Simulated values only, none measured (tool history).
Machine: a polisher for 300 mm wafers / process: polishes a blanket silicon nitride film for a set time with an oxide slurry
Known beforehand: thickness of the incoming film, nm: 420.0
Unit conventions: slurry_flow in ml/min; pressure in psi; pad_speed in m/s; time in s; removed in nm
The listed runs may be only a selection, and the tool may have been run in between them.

run	hour	slurry_flow	pressure	pad_speed	slurry_solids	time	removed
1	0	150	3.8	1.08	1	55	33.854
2	5	175	3.8	1.08	1	55	34.711
3	7.6	175	3	1.08	1	55	29.547
4	14.7	190	3	1.08	1	55	29.515
5	23.7	190	3.3	1.08	1	55	31.204
6	31.2	190	3.3	0.94	1	55	29.482

What will run 7 give?
7	36.2	190	3.2	0.94	1	55	?

removed: 27.721 nm
